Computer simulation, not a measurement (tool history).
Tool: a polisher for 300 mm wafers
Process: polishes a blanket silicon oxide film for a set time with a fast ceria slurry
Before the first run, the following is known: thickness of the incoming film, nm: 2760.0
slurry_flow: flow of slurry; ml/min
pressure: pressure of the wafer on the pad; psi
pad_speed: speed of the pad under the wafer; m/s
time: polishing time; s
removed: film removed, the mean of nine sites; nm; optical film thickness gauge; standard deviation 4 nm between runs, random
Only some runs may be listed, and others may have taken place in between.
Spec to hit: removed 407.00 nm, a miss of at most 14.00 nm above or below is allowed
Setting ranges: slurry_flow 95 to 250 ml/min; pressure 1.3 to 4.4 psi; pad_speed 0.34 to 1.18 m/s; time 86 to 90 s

run,hour,slurry_flow,pressure,pad_speed,time,removed
1,0.0,160,2.8,0.76,86,852.20
2,8.3,160,2.6,0.74,86,776.24
3,10.5,160,2.4,0.72,86,719.22
4,14.9,160,2.3,0.70,86,663.45
5,16.0,120,2.3,0.70,86,641.28
6,19.2,120,2.7,0.70,86,699.71
7,22.9,120,2.5,0.68,86,649.28
8,24.3,120,2.3,0.68,86,626.84
9,26.3,120,2.2,0.66,86,576.49
10,27.5,120,2.2,0.66,86,575.94
11,35.6,120,2.1,0.66,86,563.83
12,39.4,115,1.3,0.62,86,377.50

Exercise: of the 5 proposed moves below, exactly one satisfies all targets within the stated allowed misses. Which move is it?
A,43.2,135,1.5,0.54,86,?
B,43.2,120,1.7,0.52,86,?
C,43.2,165,1.6,0.52,90,?
D,43.2,105,1.4,0.52,90,?
E,43.2,105,1.3,0.60,86,?

move,removed
A,370.28
B,378.61
C,406.07
D,335.02
E,350.02
A: its largest miss is bigger than the last run's
B: about the same distance from the targets as the last run
C: every result lands within tolerance
D: its largest miss is bigger than the last run's
E: its largest miss is bigger than the last run's
The move that meets every target is C.

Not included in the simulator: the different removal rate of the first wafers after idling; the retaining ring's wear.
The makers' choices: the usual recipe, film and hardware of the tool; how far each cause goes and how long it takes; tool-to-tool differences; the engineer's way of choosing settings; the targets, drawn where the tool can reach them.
